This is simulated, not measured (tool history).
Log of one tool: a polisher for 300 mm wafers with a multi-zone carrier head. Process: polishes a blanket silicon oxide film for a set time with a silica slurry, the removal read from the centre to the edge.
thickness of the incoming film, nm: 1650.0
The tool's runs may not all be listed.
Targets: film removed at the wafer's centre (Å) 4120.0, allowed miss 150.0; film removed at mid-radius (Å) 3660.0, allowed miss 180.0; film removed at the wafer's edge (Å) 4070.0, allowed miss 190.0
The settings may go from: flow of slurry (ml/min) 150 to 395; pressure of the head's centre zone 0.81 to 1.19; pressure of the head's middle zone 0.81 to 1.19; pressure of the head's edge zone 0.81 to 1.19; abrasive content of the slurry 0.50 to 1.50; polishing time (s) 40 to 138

run,day,flow of slurry (ml/min),pressure of the head's centre zone,pressure of the head's middle zone,pressure of the head's edge zone,abrasive content of the slurry,polishing time (s),film removed at the wafer's centre (Å),film removed at mid-radius (Å),film removed at the wafer's edge (Å)
1,0.000,250,1.00,1.00,1.00,1.00,88,3088.8,3086.0,3095.2
2,0.025,250,1.02,0.99,1.04,1.15,89,3324.5,3232.9,3363.9
3,0.283,255,1.05,0.99,1.07,1.25,90,3608.1,3351.9,3568.0
4,0.517,255,1.05,0.99,1.07,1.40,90,3727.3,3562.5,3814.6
5,0.588,285,1.05,0.99,1.07,1.40,90,3732.2,3526.6,3789.7
6,0.642,285,1.05,0.99,1.07,1.30,90,3732.4,3514.0,3657.3
7,0.796,290,1.06,0.98,1.09,1.35,90,3752.1,3539.3,3746.5
8,1.075,285,1.07,0.97,1.10,1.40,91,3942.7,3553.1,3710.1

4 next moves are on the table. One of them brings every result within its allowed miss. Which?
A,1.354,220,1.04,0.89,1.07,1.50,99,?,?,?
B,1.354,335,1.08,1.04,1.11,1.20,107,?,?,?
C,1.354,385,1.10,1.18,1.15,1.20,97,?,?,?
D,1.354,150,0.86,0.86,1.04,1.50,106,?,?,?

move,film removed at the wafer's centre (Å),film removed at mid-radius (Å),film removed at the wafer's edge (Å)
A,4100.0,3696.9,4127.0
B,4449.2,4265.2,4325.5
C,4158.5,4267.0,4018.5
D,3462.3,3720.5,4228.5
A: meets every target
B: takes the result that was furthest off past its target
C: brings the result that was furthest off to its target, and leaves another outside
D: brings the result that was furthest off to its target, and leaves another outside
The right move is A.
